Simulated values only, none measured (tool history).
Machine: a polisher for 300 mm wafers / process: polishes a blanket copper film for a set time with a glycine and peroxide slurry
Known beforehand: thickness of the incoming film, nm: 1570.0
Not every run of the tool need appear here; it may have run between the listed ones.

run	hour	flow of slurry (ml/min)	pressure of the wafer on the pad (psi)	speed of the pad under the wafer (m/s)	polishing time (s)	film removed (angstrom)
1	0.0	245	3.1	1.06	108	7883.3
2	2.0	250	3.4	1.06	108	8495.1
3	5.1	250	3.7	1.08	108	9048.1
4	6.3	225	3.7	1.08	108	8945.7
5	11.0	225	3.7	1.08	108	9106.9
6	15.5	225	3.9	1.10	108	9475.7

Predict the results of run 7:
7	19.3	230	4.1	1.12	108	?

Run 7 measured film removed (angstrom) 9895.7.
